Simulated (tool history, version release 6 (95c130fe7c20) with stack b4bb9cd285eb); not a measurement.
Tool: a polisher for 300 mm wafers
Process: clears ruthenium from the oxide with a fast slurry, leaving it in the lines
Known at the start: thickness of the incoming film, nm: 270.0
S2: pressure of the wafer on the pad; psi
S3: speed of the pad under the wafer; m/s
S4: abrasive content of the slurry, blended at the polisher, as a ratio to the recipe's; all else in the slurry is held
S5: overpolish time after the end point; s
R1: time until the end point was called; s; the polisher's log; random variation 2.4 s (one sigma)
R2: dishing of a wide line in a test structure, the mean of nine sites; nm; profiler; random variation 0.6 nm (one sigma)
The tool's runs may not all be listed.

run 1 hour=0 | flow_of_slurry_(ml/min)=190 S2=1.6 S3=1.28 S4=1 S5=28 | R1=79.289 R2=59.764
run 2 hour=4.6 | flow_of_slurry_(ml/min)=190 S2=1.4 S3=1.22 S4=1 S5=24 | R1=89.411 R2=49.435
run 3 hour=10.9 | flow_of_slurry_(ml/min)=230 S2=1.4 S3=1.22 S4=1 S5=24 | R1=89.292 R2=48.716
run 4 hour=19.2 | flow_of_slurry_(ml/min)=230 S2=1.2 S3=1.14 S4=1 S5=22 | R1=111.16 R2=38.006
run 5 hour=25.1 | flow_of_slurry_(ml/min)=230 S2=0.8 S3=1.14 S4=1 S5=22 | R1=165.71 R2=28.225
run 6 hour=31.5 | flow_of_slurry_(ml/min)=230 S2=0.8 S3=1.14 S4=1 S5=14 | R1=160.06 R2=18.438
run 7 hour=37.6 | flow_of_slurry_(ml/min)=230 S2=0.8 S3=1.14 S4=1 S5=16 | R1=160.96 R2=20.841

Run 8 comes next. What will it give?
run 8 hour=45.7 | flow_of_slurry_(ml/min)=230 S2=0.8 S3=1.14 S4=1 S5=17 | R1=? R2=?

R1: 163.94 s
R2: 21.913 nm

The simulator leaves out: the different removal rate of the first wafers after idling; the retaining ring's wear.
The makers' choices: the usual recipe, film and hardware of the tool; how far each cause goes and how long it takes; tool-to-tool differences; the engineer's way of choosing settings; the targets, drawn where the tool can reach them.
